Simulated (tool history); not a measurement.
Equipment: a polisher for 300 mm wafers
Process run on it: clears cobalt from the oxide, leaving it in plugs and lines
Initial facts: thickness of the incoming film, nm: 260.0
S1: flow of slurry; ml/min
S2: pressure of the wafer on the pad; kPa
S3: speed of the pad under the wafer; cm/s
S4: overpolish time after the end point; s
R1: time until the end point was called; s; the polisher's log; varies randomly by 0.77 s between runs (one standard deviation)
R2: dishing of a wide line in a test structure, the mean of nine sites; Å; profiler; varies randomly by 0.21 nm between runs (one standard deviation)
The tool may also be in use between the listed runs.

run   hour   S1    S2   S3  S4      R1       R2
  1    0.0  265  15.9  100   8  35.409  350.910
  2    8.4  265  15.9   76   8  45.245  288.020
  3   15.2  265  15.9   72   7  48.539  254.180
  4   16.2  265  16.5   68   6  47.898  228.820
  5   17.0  255  17.2   66   6  48.709  224.610
  6   19.6  245  17.9   64   6  47.958  230.280
  7   25.8  245  17.9   64   6  49.299  225.370
  8   30.5  265  17.9   62   6  49.192  228.450
  9   32.0  255  17.9   62   6  48.805  225.260
 10   32.8  245  18.6   60   6  48.801  221.880
 11   41.7  170  22.1   44   2  57.595   74.873
 12   49.1  170  22.1   44   2  56.185   77.034
 13   55.5  185  22.1   44   2  58.215   77.873
 14   64.3  200  22.1   44   2  56.809   76.679
 15   66.7  180  23.4   58   6  40.852  254.040
 16   71.8  180  23.4   58   6  41.127  255.020
 17   78.9  170  19.3   56   2  51.633   81.762
 18   83.4  185  19.3   56   2  52.370   83.239
 19   84.8  195  19.3   56   2  51.920   83.934
 20   86.1  205  19.3   56   2  52.030   84.865
 21   94.0  210  20.7   56   6  48.695  227.860
 22  100.5  210  20.7   58   6  45.288  234.070
 23  108.5  205  20.0   60   6  46.480  239.410

Predict the results of run 24:
 24  115.8  210  20.0  60   6   ?   ?

{"run 24": {"R1": 46.496, "R2": 238.21}}

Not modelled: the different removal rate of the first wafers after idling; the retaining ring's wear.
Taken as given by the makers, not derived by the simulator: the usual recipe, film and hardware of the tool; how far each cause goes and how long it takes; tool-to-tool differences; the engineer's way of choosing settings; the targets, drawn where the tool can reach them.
